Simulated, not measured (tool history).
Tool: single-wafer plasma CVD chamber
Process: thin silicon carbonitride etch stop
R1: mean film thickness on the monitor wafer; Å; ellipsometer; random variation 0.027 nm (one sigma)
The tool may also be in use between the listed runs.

Run 1, hour 0.0: RF power (W) 225, deposition time (s) 16.3. Result: R1 92.796 Å.
Run 2, hour 8.0: RF power (W) 210, deposition time (s) 14.8. Result: R1 81.758 Å.
Run 3, hour 10.4: RF power (W) 210, deposition time (s) 16.0. Result: R1 89.569 Å.
Run 4, hour 13.0: RF power (W) 210, deposition time (s) 14.3. Result: R1 79.524 Å.
Run 5, hour 16.2: RF power (W) 200, deposition time (s) 13.7. Result: R1 74.528 Å.
Run 6, hour 24.1: RF power (W) 225, deposition time (s) 13.7. Result: R1 78.207 Å.

The next listed run, before its measurement:
Run 7, hour 32.6: RF power (W) 210, deposition time (s) 13.3. Result: R1 ?.

R1: 73.550 Å
